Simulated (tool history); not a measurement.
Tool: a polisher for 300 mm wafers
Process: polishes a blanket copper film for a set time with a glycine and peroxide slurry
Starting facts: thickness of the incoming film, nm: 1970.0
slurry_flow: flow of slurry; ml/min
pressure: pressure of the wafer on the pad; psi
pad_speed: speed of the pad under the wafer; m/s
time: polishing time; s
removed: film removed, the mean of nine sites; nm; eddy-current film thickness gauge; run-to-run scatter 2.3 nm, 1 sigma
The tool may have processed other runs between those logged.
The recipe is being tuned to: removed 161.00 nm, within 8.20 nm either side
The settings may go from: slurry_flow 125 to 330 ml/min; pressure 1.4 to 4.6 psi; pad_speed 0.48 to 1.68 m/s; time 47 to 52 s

| run | hour | slurry_flow | pressure | pad_speed | time | removed |
|---|---|---|---|---|---|---|
| 1 | 0.0 | 210 | 3.0 | 1.08 | 52 | 297.27 |
| 2 | 7.7 | 175 | 3.0 | 1.08 | 52 | 284.37 |
| 3 | 14.5 | 175 | 2.6 | 1.08 | 52 | 262.74 |
| 4 | 22.2 | 175 | 2.6 | 1.08 | 47 | 229.31 |
| 5 | 28.5 | 175 | 2.6 | 0.96 | 47 | 210.10 |
| 6 | 34.2 | 175 | 2.3 | 0.94 | 47 | 191.92 |
| 7 | 41.5 | 175 | 1.6 | 0.90 | 47 | 141.48 |
| 8 | 43.6 | 175 | 1.6 | 0.90 | 47 | 146.01 |
| 9 | 48.1 | 175 | 1.7 | 0.90 | 47 | 149.24 |
| 10 | 55.5 | 175 | 2.0 | 0.92 | 47 | 172.47 |

Which one of the following 4 next-run settings gets every result inside its allowed miss? There is exactly one.
| A | 62.9 | 160 | 1.7 | 1.12 | 48 | ? |
| B | 62.9 | 165 | 2.6 | 0.70 | 52 | ? |
| C | 62.9 | 200 | 2.0 | 0.90 | 51 | ? |
| D | 62.9 | 210 | 1.6 | 1.00 | 47 | ? |

| move | removed |
|---|---|
| A | 181.91 |
| B | 183.93 |
| C | 188.35 |
| D | 163.38 |
A: the biggest miss grows against the last run
B: the biggest miss grows against the last run
C: the biggest miss grows against the last run
D: every result within its allowed miss
Correct choice: D, which meets every target

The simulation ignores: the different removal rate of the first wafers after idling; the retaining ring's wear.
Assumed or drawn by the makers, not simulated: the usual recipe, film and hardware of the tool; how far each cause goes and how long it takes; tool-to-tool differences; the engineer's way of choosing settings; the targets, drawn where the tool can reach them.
